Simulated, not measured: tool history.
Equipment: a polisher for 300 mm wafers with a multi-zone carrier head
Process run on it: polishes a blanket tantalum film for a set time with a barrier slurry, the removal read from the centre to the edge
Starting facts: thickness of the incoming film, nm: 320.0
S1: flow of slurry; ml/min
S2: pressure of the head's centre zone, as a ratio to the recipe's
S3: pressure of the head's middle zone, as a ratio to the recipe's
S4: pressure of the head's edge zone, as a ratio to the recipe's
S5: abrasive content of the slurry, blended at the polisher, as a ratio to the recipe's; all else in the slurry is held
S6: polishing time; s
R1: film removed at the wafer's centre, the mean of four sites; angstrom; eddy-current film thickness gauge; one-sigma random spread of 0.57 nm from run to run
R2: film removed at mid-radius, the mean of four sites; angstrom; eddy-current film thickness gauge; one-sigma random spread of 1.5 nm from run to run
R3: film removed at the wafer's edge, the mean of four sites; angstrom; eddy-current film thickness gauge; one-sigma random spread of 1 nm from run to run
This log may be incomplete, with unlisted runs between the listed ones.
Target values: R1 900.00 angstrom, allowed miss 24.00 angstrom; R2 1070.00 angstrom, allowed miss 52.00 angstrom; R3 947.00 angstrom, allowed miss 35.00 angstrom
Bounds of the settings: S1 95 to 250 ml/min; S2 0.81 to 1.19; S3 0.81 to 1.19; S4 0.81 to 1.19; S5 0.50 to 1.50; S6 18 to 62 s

run 1 hour=0.0 | S1=160 S2=1.00 S3=1.00 S4=1.00 S5=1.00 S6=40 | R1=714.73 R2=706.33 R3=717.91
run 2 hour=5.7 | S1=160 S2=1.00 S3=1.00 S4=1.00 S5=1.10 S6=40 | R1=732.79 R2=717.22 R3=734.86
run 3 hour=9.3 | S1=160 S2=1.00 S3=1.00 S4=0.93 S5=1.10 S6=40 | R1=729.07 R2=729.15 R3=722.04
run 4 hour=15.8 | S1=160 S2=1.06 S3=1.00 S4=0.93 S5=1.10 S6=40 | R1=775.87 R2=714.92 R3=707.45
run 5 hour=22.2 | S1=160 S2=1.06 S3=1.00 S4=0.97 S5=1.10 S6=40 | R1=774.48 R2=727.14 R3=720.89
run 6 hour=30.9 | S1=160 S2=1.06 S3=1.00 S4=0.89 S5=1.10 S6=40 | R1=780.88 R2=737.61 R3=702.25
run 7 hour=33.8 | S1=170 S2=1.03 S3=1.03 S4=0.91 S5=1.20 S6=41 | R1=808.16 R2=784.23 R3=743.30
run 8 hour=39.2 | S1=170 S2=1.00 S3=1.06 S4=0.92 S5=1.25 S6=42 | R1=805.33 R2=842.07 R3=781.36
run 9 hour=47.9 | S1=175 S2=0.99 S3=1.08 S4=0.94 S5=1.30 S6=43 | R1=824.68 R2=866.79 R3=807.56
run 10 hour=55.7 | S1=180 S2=0.97 S3=1.10 S4=0.94 S5=1.35 S6=44 | R1=841.35 R2=923.47 R3=841.30

4 next moves are on the table. One of them brings every result within its allowed miss. Which?
run A hour=63.5 | S1=180 S2=0.90 S3=1.12 S4=0.90 S5=1.40 S6=50 | R1=? R2=? R3=?
run B hour=63.5 | S1=185 S2=0.99 S3=0.86 S4=0.98 S5=1.50 S6=45 | R1=? R2=? R3=?
run C hour=63.5 | S1=165 S2=0.92 S3=1.08 S4=1.00 S5=1.50 S6=52 | R1=? R2=? R3=?
run D hour=63.5 | S1=195 S2=0.97 S3=1.11 S4=0.91 S5=1.30 S6=51 | R1=? R2=? R3=?

move=A R1=895.80 R2=1070.80 R3=952.69
move=B R1=903.77 R2=824.75 R3=910.81
move=C R1=949.11 R2=1084.30 R3=1044.50
move=D R1=983.94 R2=1081.90 R3=970.57
A: hits every target within its allowed miss
B: misses by more than the last run did
C: takes the result that was furthest off past its target
D: the furthest-off result lands on target, but another misses its tolerance
The move that meets every target is A.
